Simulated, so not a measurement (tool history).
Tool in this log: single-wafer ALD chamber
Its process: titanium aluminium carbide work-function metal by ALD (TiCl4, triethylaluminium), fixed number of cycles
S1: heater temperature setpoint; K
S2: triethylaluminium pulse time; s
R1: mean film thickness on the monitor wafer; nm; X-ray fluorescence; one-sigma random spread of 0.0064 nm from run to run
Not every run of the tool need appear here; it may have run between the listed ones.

run,day,S1,S2,R1
1,0.000,568.15,13.97,1.9237
2,0.242,568.15,17.66,1.9829
3,0.354,564.15,17.66,1.9351
4,0.450,564.15,21.64,1.9638
5,0.758,559.15,21.64,1.9155
6,0.983,559.15,19.67,1.9111
7,1.246,570.15,20.78,2.0080

What does the tool deliver on the next run?
8,1.496,577.15,21.48,?

{"run 8": {"R1": 2.0862}}

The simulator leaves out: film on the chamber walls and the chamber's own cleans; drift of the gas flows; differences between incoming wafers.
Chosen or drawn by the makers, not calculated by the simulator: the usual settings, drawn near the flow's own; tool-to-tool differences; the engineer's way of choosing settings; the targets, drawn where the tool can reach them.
